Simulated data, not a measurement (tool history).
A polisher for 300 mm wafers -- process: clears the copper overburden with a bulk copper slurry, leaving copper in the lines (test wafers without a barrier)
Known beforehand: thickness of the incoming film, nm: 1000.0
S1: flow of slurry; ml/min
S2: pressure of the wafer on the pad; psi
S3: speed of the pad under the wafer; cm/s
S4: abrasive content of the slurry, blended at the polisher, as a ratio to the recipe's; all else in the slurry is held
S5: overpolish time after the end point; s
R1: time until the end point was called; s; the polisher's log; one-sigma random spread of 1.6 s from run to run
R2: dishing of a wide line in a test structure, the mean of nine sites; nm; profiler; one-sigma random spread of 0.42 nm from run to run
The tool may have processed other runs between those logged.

run,day,S1,S2,S3,S4,S5,R1,R2
1,0.000,280,2.7,120,1.0,20,102.47,41.214
2,0.117,280,2.5,118,1.0,22,111.66,40.780
3,0.362,280,2.3,116,1.0,24,118.67,40.172
4,0.458,280,2.1,112,1.0,26,132.06,39.658
5,0.767,280,2.0,110,1.0,28,138.20,40.301
6,1.046,280,1.9,110,1.0,28,141.14,39.069
7,1.225,280,1.9,110,1.0,28,142.56,39.855
8,1.558,280,1.8,110,1.0,28,146.99,39.547

For run 9, what comes out?
9,1.642,280,1.7,110,1.0,28,?,?

{"run 9": {"R1": 154.18, "R2": 38.396}}
